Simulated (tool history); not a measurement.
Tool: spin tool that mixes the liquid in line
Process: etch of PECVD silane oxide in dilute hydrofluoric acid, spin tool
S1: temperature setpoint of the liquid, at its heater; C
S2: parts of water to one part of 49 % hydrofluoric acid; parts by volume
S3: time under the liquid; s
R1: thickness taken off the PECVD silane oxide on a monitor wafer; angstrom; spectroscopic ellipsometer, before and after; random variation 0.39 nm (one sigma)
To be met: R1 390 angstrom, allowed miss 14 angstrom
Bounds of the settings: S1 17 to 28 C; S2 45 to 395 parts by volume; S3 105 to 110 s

run    day    S1   S2   S3      R1
  1      0    20  220  105  118.67
  2  0.267  21.5  220  105  125.27
  3  0.396  21.5  300  105  86.701
  4    0.6  23.5  215  105  140.52
  5  0.808  22.5  215  105   135.3
  6  1.058    24  160  105  207.34
  7  1.196    25  135  105  256.56
  8  1.371    25  135  105   261.6
  9  1.688    26  120  105  312.07
 10  1.771  26.5  115  105  333.28
 11  1.938    27  110  105  353.93
 12   2.25  27.5  110  105  368.64
 13  2.571  27.5  110  105  356.22

4 next moves are on the table. One of them brings every result within its allowed miss. Which?
  A  2.892  26  110  110   ?
  B  2.892  27  115  110   ?
  C  2.892  27  105  110   ?
  D  2.892  28  120  110   ?

move      R1
   A  358.17
   B  353.72
   C  392.47
   D  349.78
A: nearer than the last run, and not there yet
B: further off than the last run
C: meets every target
D: further off than the last run
The right move is C.
